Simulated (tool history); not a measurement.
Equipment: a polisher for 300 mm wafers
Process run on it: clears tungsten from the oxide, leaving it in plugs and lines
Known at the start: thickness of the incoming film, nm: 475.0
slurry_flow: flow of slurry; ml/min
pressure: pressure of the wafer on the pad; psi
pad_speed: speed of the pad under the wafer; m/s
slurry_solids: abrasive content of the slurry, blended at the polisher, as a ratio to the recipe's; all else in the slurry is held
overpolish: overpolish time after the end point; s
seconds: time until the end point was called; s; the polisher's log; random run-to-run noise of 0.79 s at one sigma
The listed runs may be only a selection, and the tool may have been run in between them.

{"run": 1, "hour": 0.0, "slurry_flow": 220, "pressure": 2.9, "pad_speed": 0.98, "slurry_solids": 1.0, "overpolish": 44, "seconds": 135.38}
{"run": 2, "hour": 0.8, "slurry_flow": 220, "pressure": 2.9, "pad_speed": 0.98, "slurry_solids": 1.0, "overpolish": 44, "seconds": 133.93}
{"run": 3, "hour": 8.0, "slurry_flow": 220, "pressure": 2.9, "pad_speed": 0.98, "slurry_solids": 0.9, "overpolish": 44, "seconds": 139.13}
{"run": 4, "hour": 16.5, "slurry_flow": 220, "pressure": 2.9, "pad_speed": 0.78, "slurry_solids": 0.9, "overpolish": 44, "seconds": 170.13}
{"run": 5, "hour": 19.4, "slurry_flow": 220, "pressure": 3.1, "pad_speed": 0.8, "slurry_solids": 0.9, "overpolish": 44, "seconds": 156.36}
{"run": 6, "hour": 24.5, "slurry_flow": 190, "pressure": 3.1, "pad_speed": 0.8, "slurry_solids": 0.9, "overpolish": 44, "seconds": 164.5}
{"run": 7, "hour": 33.3, "slurry_flow": 250, "pressure": 3.9, "pad_speed": 0.9, "slurry_solids": 0.9, "overpolish": 44, "seconds": 110.62}

Predict the results of run 8:
{"run": 8, "hour": 40.3, "slurry_flow": 255, "pressure": 4.0, "pad_speed": 0.92, "slurry_solids": 0.9, "overpolish": 44, "seconds": "?"}

For run 8 the tool returned seconds 105.43 s.

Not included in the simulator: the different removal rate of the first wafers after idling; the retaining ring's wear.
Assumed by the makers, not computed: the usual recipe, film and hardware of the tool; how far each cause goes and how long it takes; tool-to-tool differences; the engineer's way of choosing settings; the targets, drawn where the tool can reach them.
